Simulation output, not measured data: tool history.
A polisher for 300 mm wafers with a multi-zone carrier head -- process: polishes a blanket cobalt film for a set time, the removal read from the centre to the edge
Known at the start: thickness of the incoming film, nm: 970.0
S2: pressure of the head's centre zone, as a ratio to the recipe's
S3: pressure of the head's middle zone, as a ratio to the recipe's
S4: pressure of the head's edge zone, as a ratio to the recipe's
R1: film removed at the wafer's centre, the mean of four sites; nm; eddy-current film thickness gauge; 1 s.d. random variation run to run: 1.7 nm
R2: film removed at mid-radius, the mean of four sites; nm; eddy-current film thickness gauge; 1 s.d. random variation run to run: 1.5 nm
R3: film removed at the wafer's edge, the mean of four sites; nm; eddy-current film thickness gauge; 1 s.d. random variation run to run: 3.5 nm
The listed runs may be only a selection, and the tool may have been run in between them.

Run 1, hour 0.0: flow of slurry (ml/min) 225, S2 1.00, S3 1.00, S4 1.00, polishing time (s) 68. Result: R1 306.98 nm, R2 296.30 nm, R3 294.42 nm.
Run 2, hour 1.2: flow of slurry (ml/min) 225, S2 1.00, S3 1.00, S4 1.06, polishing time (s) 68. Result: R1 304.72 nm, R2 295.78 nm, R3 306.51 nm.
Run 3, hour 9.9: flow of slurry (ml/min) 215, S2 0.98, S3 0.96, S4 1.06, polishing time (s) 67. Result: R1 292.92 nm, R2 283.56 nm, R3 305.09 nm.
Run 4, hour 16.1: flow of slurry (ml/min) 205, S2 0.97, S3 0.93, S4 1.06, polishing time (s) 66. Result: R1 282.22 nm, R2 269.43 nm, R3 301.95 nm.
Run 5, hour 17.7: flow of slurry (ml/min) 205, S2 0.97, S3 0.93, S4 1.06, polishing time (s) 79. Result: R1 341.62 nm, R2 322.54 nm, R3 358.18 nm.
Run 6, hour 18.5: flow of slurry (ml/min) 195, S2 0.96, S3 0.91, S4 1.05, polishing time (s) 76. Result: R1 320.06 nm, R2 304.38 nm, R3 344.99 nm.

Run 7, settings as shown, results not yet in. Your forecast:
Run 7, hour 19.4: flow of slurry (ml/min) 195, S2 0.96, S3 0.81, S4 1.04, polishing time (s) 59. Result: R1 ?, R2 ?, R3 ?.

{"run 7": {"R1": 248.59, "R2": 211.18, "R3": 266.56}}

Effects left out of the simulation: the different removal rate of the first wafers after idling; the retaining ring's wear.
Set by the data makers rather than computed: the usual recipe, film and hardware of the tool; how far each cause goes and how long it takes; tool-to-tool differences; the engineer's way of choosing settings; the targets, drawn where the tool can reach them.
